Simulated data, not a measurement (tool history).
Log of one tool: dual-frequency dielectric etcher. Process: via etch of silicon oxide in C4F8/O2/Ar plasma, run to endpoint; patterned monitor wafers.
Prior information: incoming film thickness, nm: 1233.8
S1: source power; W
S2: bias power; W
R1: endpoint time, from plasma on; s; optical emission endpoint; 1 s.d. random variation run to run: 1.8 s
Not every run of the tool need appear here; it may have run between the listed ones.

run 1 hour=0 | S1=1360 S2=2111 | R1=256.65
run 2 hour=4.5 | S1=1490 S2=2111 | R1=249.37
run 3 hour=9.4 | S1=1330 S2=2111 | R1=263.75
run 4 hour=16.9 | S1=1480 S2=2111 | R1=248.55
run 5 hour=24 | S1=1520 S2=2130 | R1=246.38
run 6 hour=26.6 | S1=1330 S2=2130 | R1=260.39
run 7 hour=29.5 | S1=1390 S2=2164 | R1=251.78

Forecast run 8:
run 8 hour=30.3 | S1=1430 S2=2183 | R1=?

R1: 254.57 s

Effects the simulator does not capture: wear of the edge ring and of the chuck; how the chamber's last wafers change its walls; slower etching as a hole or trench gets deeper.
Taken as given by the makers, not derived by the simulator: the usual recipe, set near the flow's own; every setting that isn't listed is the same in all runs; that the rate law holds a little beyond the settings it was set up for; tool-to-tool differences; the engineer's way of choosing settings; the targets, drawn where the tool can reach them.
